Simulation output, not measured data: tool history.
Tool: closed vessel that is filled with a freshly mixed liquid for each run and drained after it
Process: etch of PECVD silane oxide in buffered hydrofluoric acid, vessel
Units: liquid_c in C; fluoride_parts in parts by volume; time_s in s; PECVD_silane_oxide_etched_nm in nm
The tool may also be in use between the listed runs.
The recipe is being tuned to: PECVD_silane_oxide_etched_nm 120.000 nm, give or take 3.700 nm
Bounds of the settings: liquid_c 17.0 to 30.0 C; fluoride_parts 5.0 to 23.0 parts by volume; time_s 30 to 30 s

run    day  liquid_c  fluoride_parts  time_s  PECVD_silane_oxide_etched_nm
  1  0.000      22.0            14.0      30                        46.372
  2  0.346      22.0            17.0      30                        37.478
  3  0.433      23.0            15.5      30                        44.078
  4  0.796      23.0            15.5      30                        43.699
  5  0.988      24.0            14.0      30                        51.444
  6  1.217      25.0            13.0      30                        57.511
  7  1.512      25.5            12.0      30                        64.465
  8  1.567      26.0            11.5      30                        68.152
  9  1.771      26.5            11.0      30                        73.094
 10  1.883      27.0            10.5      30                        79.793
 11  1.962      27.5            10.0      30                        86.174
 12  2.258      28.0             9.5      30                        91.169
 13  2.592      28.5             9.0      30                        96.442
 14  2.788      29.5             8.0      30                       115.800

4 next moves are on the table. One of them brings every result within its allowed miss. Which?
  A  2.983      30.0             8.0      30                             ?
  B  2.983      30.0             7.5      30                             ?
  C  2.983      28.5             7.0      30                             ?
  D  2.983      27.5             6.5      30                             ?

move  PECVD_silane_oxide_etched_nm
   A                       119.420
   B                       128.040
   C                       127.460
   D                       128.890
A: all results in spec
B: moves the result that the last run missed by most past its target, out the other side
C: moves the result that the last run missed by most past its target, out the other side
D: moves the result that the last run missed by most past its target, out the other side
A meets every target.

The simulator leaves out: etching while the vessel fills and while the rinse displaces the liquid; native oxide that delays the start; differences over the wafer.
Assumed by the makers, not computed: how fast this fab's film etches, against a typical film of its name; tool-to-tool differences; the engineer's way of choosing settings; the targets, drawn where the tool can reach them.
